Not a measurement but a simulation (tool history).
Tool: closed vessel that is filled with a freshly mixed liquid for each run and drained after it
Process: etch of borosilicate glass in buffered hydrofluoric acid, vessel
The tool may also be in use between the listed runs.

| run | hour | temperature setpoint of the liquid (K) | parts of 40 % ammonium fluoride to one part of 49 % hydrofluoric acid (parts by volume) | time in the liquid (s) | thickness taken off the borosilicate glass on a monitor wafer (angstrom) |
|---|---|---|---|---|---|
| 1 | 0 | 297.15 | 21.5 | 30 | 174.01 |
| 2 | 7.5 | 297.15 | 21.5 | 30 | 172.96 |
| 3 | 16.6 | 297.15 | 19 | 30 | 193.07 |
| 4 | 25.4 | 297.15 | 19 | 30 | 191.87 |
| 5 | 29.7 | 297.15 | 13 | 30 | 281.35 |
| 6 | 33.2 | 297.15 | 9 | 30 | 391.71 |
| 7 | 34.8 | 295.65 | 9 | 30 | 359.21 |
| 8 | 41.2 | 294.15 | 9 | 30 | 332.6 |
| 9 | 42.4 | 293.65 | 9 | 30 | 321.08 |
| 10 | 47.2 | 293.65 | 9 | 30 | 322.6 |
| 11 | 54.9 | 293.65 | 9 | 30 | 324.16 |
| 12 | 57.9 | 293.15 | 9 | 30 | 314.58 |

Forecast run 13:
| 13 | 66 | 293.15 | 9 | 30 | ? |

Run 13 gave thickness taken off the borosilicate glass on a monitor wafer (angstrom) 316.9.
